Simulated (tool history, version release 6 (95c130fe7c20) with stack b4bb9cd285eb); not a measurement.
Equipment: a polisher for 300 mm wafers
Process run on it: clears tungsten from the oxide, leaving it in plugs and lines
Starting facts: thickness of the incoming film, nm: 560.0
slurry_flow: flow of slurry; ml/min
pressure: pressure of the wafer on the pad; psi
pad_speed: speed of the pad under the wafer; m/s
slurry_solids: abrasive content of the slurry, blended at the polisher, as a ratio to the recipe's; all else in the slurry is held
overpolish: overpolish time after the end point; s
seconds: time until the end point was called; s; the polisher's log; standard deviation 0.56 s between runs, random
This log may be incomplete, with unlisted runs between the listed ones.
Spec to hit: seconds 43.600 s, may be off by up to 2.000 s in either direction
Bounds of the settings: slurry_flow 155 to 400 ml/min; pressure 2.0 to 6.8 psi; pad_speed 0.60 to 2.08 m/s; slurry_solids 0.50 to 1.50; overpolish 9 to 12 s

run  hour  slurry_flow  pressure  pad_speed  slurry_solids  overpolish  seconds
  1   0.0          255       4.4       1.34           1.00          12   75.251
  2   5.7          255       4.4       1.54           1.00          12   64.289
  3   6.9          255       4.4       1.54           1.15          12   63.264
  4  15.6          255       4.8       1.56           1.15          12   58.739
     17.0  -- head pressure recalibrated
  5  17.0          255       5.2       1.58           1.15          12   58.841
  6  25.1          225       5.2       1.58           1.15          12   59.736
  7  25.8          225       6.4       1.62           1.15          12   49.090
  8  32.3          235       6.5       1.64           1.15          12   46.712

Exactly one of the 4 candidate moves below puts every result within its allowed miss. Which one?
  A  38.8          230       6.8       1.88           1.20          11        ?
  B  38.8          225       6.8       1.70           1.15          11        ?
  C  38.8          220       6.7       1.90           1.25          12        ?
  D  38.8          220       6.7       1.98           0.90          12        ?

move  seconds
   A   39.177
   B   43.743
   C   39.088
   D   40.408
A: carries the result that was furthest off beyond its target, to the other side
B: every result within its allowed miss
C: carries the result that was furthest off beyond its target, to the other side
D: carries the result that was furthest off beyond its target, to the other side
Move B is the one to make.
